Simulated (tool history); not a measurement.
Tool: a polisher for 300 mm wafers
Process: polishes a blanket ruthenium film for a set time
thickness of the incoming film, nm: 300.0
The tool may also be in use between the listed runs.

run	hour	flow of slurry (ml/min)	pressure of the wafer on the pad (psi)	speed of the pad under the wafer (m/s)	polishing time (s)	film removed (nm)
1	0	250	2.3	1.26	27	47.269
2	2	215	2.3	1.26	27	44.914
3	5.2	215	2.3	0.96	27	34.958
4	7	215	2.3	0.96	27	34.725
5	9.9	215	2.3	1.08	27	38.798
6	16.5	210	1.9	1.06	27	32.029
7	25	205	1.6	1.04	27	25.822
# hour 25.6: slurry nozzle cleaned
8	25.6	200	1.5	1.04	27	25.36
9	32.1	200	1.4	1.04	27	24.299
10	35.8	200	1	1.02	27	16.49

The next listed run, before its measurement:
11	40.9	195	1.1	1.02	27	?

Run 11 gave film removed (nm) 18.165.

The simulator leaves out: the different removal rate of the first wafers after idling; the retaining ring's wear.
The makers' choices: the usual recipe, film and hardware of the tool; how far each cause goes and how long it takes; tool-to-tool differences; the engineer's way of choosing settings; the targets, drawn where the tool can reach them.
